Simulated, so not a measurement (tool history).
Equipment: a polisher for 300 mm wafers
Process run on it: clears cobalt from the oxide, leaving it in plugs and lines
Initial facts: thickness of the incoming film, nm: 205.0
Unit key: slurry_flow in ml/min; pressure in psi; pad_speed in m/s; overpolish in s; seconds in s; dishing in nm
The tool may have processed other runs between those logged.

run	hour	slurry_flow	pressure	pad_speed	overpolish	seconds	dishing
1	0	265	1.2	0.76	8	81.97	15.108
2	2.4	265	1.1	0.76	9	88.179	15.679
3	8.1	265	1	0.76	10	97.656	15.909
4	13	265	1	0.76	11	97.198	17.275
5	14.5	265	1	0.76	12	94.979	18.316
6	17.5	265	0.8	0.76	12	118.78	15.353
7	20	265	0.9	0.76	13	108.58	18.04

The next listed run, before its measurement:
8	26	265	1	0.76	13	?	?

seconds: 95.73 s
dishing: 19.155 nm
